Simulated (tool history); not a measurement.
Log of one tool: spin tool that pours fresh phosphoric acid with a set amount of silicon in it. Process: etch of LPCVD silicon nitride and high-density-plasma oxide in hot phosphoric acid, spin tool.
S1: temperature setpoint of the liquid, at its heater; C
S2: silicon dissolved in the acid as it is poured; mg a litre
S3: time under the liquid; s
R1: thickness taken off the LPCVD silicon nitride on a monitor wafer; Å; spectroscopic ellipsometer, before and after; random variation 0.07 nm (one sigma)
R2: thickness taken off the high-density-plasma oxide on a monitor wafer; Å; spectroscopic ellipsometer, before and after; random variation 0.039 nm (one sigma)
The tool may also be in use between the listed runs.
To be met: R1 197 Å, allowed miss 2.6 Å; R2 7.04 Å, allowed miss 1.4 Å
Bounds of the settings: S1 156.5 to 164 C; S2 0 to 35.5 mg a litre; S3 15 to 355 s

Run 1, day 0: S1 159 C, S2 15.5 mg a litre, S3 180 s. Result: R1 143.24 Å, R2 5.0234 Å.
Run 2, day 0.175: S1 160 C, S2 17 mg a litre, S3 185 s. Result: R1 152.36 Å, R2 5.3641 Å.
Run 3, day 0.308: S1 161 C, S2 18 mg a litre, S3 190 s. Result: R1 162.13 Å, R2 5.2926 Å.
Run 4, day 0.338: S1 161.5 C, S2 17 mg a litre, S3 195 s. Result: R1 168.49 Å, R2 6.4465 Å.
Run 5, day 0.479: S1 162 C, S2 18.5 mg a litre, S3 200 s. Result: R1 177 Å, R2 6.1731 Å.
Run 6, day 0.729: S1 162.5 C, S2 18.5 mg a litre, S3 200 s. Result: R1 180.07 Å, R2 7.2279 Å.
Run 7, day 0.862: S1 163 C, S2 20 mg a litre, S3 200 s. Result: R1 183.09 Å, R2 6.5968 Å.
Run 8, day 1.062: S1 163 C, S2 20.5 mg a litre, S3 200 s. Result: R1 181.71 Å, R2 6.819 Å.

Which of these 5 next moves meets every target?
Run A, day 1.262: S1 163 C, S2 21.5 mg a litre, S3 210 s. Result: R1 ?, R2 ?.
Run B, day 1.262: S1 164 C, S2 14 mg a litre, S3 180 s. Result: R1 ?, R2 ?.
Run C, day 1.262: S1 164 C, S2 12 mg a litre, S3 175 s. Result: R1 ?, R2 ?.
Run D, day 1.262: S1 162 C, S2 26 mg a litre, S3 230 s. Result: R1 ?, R2 ?.
Run E, day 1.262: S1 164 C, S2 23 mg a litre, S3 210 s. Result: R1 ?, R2 ?.

move      R1      R2
   A  190.81  6.3115
   B  169.05  7.1218
   C  164.35  7.2618
   D  202.16  5.5614
   E  197.22  6.4849
A: nearer than the last run, and not there yet
B: further off than the last run
C: further off than the last run
D: takes the result that was furthest off past its target
E: meets every target
The right move is E.

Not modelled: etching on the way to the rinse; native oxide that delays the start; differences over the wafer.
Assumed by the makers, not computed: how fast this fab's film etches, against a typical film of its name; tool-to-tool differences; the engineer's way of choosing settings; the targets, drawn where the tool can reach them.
